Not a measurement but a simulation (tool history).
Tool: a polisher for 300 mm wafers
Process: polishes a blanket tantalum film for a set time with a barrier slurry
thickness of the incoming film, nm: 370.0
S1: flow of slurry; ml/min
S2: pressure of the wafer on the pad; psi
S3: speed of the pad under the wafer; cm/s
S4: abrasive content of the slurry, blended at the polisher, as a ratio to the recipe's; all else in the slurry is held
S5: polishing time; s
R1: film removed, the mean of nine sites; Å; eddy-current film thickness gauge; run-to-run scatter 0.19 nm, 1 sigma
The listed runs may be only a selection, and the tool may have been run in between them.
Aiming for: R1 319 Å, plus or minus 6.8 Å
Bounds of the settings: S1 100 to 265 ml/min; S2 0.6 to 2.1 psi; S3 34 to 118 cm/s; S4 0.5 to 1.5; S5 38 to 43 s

Run 1, hour 0: S1 170 ml/min, S2 1.3 psi, S3 76 cm/s, S4 1, S5 43 s. Result: R1 370.64 Å.
Run 2, hour 3.1: S1 170 ml/min, S2 1.5 psi, S3 76 cm/s, S4 1, S5 43 s. Result: R1 426.69 Å.
Run 3, hour 11.2: S1 170 ml/min, S2 1.5 psi, S3 76 cm/s, S4 0.85, S5 43 s. Result: R1 415.32 Å.
Run 4, hour 16.1: S1 130 ml/min, S2 1.5 psi, S3 76 cm/s, S4 0.85, S5 43 s. Result: R1 389.06 Å.
Run 5, hour 21.9: S1 130 ml/min, S2 1.3 psi, S3 76 cm/s, S4 0.85, S5 43 s. Result: R1 338.03 Å.
Run 6, hour 28.7: S1 125 ml/min, S2 1.3 psi, S3 76 cm/s, S4 0.85, S5 43 s. Result: R1 337.08 Å.
Run 7, hour 34.3: S1 120 ml/min, S2 1.3 psi, S3 76 cm/s, S4 0.85, S5 43 s. Result: R1 330.25 Å.
Run 8, hour 36.3: S1 115 ml/min, S2 1.3 psi, S3 76 cm/s, S4 0.85, S5 43 s. Result: R1 328.72 Å.

Which one of the following 4 next-run settings gets every result inside its allowed miss? There is exactly one.
Run A, hour 38.3: S1 120 ml/min, S2 1.4 psi, S3 82 cm/s, S4 0.85, S5 38 s. Result: R1 ?.
Run B, hour 38.3: S1 135 ml/min, S2 1.9 psi, S3 42 cm/s, S4 1.1, S5 40 s. Result: R1 ?.
Run C, hour 38.3: S1 115 ml/min, S2 1.3 psi, S3 76 cm/s, S4 0.9, S5 41 s. Result: R1 ?.
Run D, hour 38.3: S1 125 ml/min, S2 1.3 psi, S3 80 cm/s, S4 0.9, S5 41 s. Result: R1 ?.

move      R1
   A  331.43
   B  343.94
   C  316.98
   D  334.82
A: misses by more than the last run did
B: misses by more than the last run did
C: hits every target within its allowed miss
D: misses by more than the last run did
C meets every target.

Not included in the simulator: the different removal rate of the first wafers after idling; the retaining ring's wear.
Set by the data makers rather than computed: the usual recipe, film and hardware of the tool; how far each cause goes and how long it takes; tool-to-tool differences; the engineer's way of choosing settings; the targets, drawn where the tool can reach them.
